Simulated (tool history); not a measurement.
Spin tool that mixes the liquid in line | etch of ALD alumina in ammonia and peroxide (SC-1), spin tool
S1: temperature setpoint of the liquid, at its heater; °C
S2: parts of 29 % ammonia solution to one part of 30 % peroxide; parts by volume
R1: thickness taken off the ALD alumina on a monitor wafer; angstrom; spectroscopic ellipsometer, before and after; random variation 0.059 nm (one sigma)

run 1 hour=0 | S1=48 S2=0.95 time_under_the_liquid_(s)=285 | R1=155.94
run 2 hour=4.1 | S1=52 S2=0.95 time_under_the_liquid_(s)=285 | R1=194.99
run 3 hour=7 | S1=52 S2=0.95 time_under_the_liquid_(s)=285 | R1=195.27
run 4 hour=10.6 | S1=47.5 S2=0.9 time_under_the_liquid_(s)=285 | R1=149.26
run 5 hour=16 | S1=40.5 S2=0.9 time_under_the_liquid_(s)=285 | R1=99.779
run 6 hour=20 | S1=40 S2=0.9 time_under_the_liquid_(s)=285 | R1=98.04

Run 7 comes next. What will it give?
run 7 hour=23.5 | S1=39.5 S2=0.9 time_under_the_liquid_(s)=285 | R1=?

R1: 95.121 angstrom
